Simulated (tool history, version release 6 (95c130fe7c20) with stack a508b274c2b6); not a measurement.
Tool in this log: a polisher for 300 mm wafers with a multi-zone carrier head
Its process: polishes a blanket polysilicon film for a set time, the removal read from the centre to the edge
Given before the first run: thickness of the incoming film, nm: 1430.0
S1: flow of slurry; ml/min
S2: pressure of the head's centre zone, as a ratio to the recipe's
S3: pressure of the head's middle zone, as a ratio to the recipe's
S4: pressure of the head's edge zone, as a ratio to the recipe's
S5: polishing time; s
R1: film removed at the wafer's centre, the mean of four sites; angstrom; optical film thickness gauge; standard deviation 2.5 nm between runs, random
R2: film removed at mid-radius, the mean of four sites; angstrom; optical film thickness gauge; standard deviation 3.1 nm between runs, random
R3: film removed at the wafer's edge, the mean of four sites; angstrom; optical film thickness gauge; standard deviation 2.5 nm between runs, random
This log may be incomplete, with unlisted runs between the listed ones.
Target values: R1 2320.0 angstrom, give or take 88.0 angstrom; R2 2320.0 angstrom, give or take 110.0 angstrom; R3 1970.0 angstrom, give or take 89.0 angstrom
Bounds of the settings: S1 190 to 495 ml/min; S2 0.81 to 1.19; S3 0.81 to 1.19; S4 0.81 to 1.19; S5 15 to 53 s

Run 1, hour 0.0: S1 320 ml/min, S2 1.00, S3 1.00, S4 1.00, S5 34 s. Result: R1 1597.5 angstrom, R2 1634.9 angstrom, R3 1583.5 angstrom.
Run 2, hour 1.5: S1 245 ml/min, S2 1.00, S3 1.00, S4 1.00, S5 34 s. Result: R1 1561.8 angstrom, R2 1578.7 angstrom, R3 1539.6 angstrom.
Run 3, hour 5.1: S1 260 ml/min, S2 1.04, S3 1.05, S4 1.01, S5 36 s. Result: R1 1746.0 angstrom, R2 1792.0 angstrom, R3 1656.9 angstrom.
Run 4, hour 11.0: S1 260 ml/min, S2 1.04, S3 1.12, S4 1.01, S5 36 s. Result: R1 1710.1 angstrom, R2 1908.2 angstrom, R3 1688.9 angstrom.
Run 5, hour 17.2: S1 260 ml/min, S2 1.04, S3 1.12, S4 1.01, S5 44 s. Result: R1 2080.3 angstrom, R2 2243.0 angstrom, R3 2026.7 angstrom.
Run 6, hour 25.1: S1 265 ml/min, S2 1.07, S3 1.13, S4 0.99, S5 44 s. Result: R1 2162.0 angstrom, R2 2275.0 angstrom, R3 2031.1 angstrom.
Run 7, hour 31.4: S1 265 ml/min, S2 1.09, S3 1.14, S4 0.97, S5 44 s. Result: R1 2173.7 angstrom, R2 2366.9 angstrom, R3 1973.3 angstrom.
Run 8, hour 32.0: S1 265 ml/min, S2 1.10, S3 1.13, S4 0.97, S5 44 s. Result: R1 2177.6 angstrom, R2 2311.8 angstrom, R3 2000.9 angstrom.

Of the 5 settings listed for the next run, only one would bring every result within its allowed miss of target. Which one?
Run A, hour 32.6: S1 290 ml/min, S2 0.94, S3 1.12, S4 1.10, S5 45 s. Result: R1 ?, R2 ?, R3 ?.
Run B, hour 32.6: S1 285 ml/min, S2 1.06, S3 1.16, S4 0.99, S5 42 s. Result: R1 ?, R2 ?, R3 ?.
Run C, hour 32.6: S1 205 ml/min, S2 1.13, S3 1.19, S4 0.95, S5 43 s. Result: R1 ?, R2 ?, R3 ?.
Run D, hour 32.6: S1 315 ml/min, S2 0.98, S3 1.19, S4 1.06, S5 43 s. Result: R1 ?, R2 ?, R3 ?.
Run E, hour 32.6: S1 295 ml/min, S2 1.18, S3 1.15, S4 0.95, S5 43 s. Result: R1 ?, R2 ?, R3 ?.

move      R1      R2      R3
   A  2037.7  2358.6  2179.0
   B  2095.3  2263.6  1926.8
   C  2148.9  2261.0  1867.5
   D  2035.3  2395.5  2055.7
   E  2357.0  2308.1  1940.3
A: the biggest miss grows against the last run
B: the biggest miss grows against the last run
C: the biggest miss grows against the last run
D: the biggest miss grows against the last run
E: all results in spec
The right move is E.
